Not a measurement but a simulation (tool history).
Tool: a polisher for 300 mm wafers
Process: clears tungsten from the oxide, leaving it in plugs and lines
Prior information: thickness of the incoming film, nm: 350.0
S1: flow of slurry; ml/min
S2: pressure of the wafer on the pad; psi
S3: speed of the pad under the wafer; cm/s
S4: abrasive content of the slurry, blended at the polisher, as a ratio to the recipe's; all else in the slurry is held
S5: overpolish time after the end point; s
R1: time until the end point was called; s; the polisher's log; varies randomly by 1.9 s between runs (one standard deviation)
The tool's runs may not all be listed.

run,day,S1,S2,S3,S4,S5,R1
1,0,225,3.2,126,1,7,77.677
2,0.038,225,3.2,126,1,5,79.216
3,0.392,225,3.2,102,1,5,97.455
4,0.521,225,3,102,1,5,102.96
5,0.596,225,2.8,100,1,5,112.12
6,0.65,225,2.7,100,1,5,119.61

For run 7, what comes out?
7,0.825,225,2.6,100,1,5,?

{"run 7": {"R1": 121.73}}

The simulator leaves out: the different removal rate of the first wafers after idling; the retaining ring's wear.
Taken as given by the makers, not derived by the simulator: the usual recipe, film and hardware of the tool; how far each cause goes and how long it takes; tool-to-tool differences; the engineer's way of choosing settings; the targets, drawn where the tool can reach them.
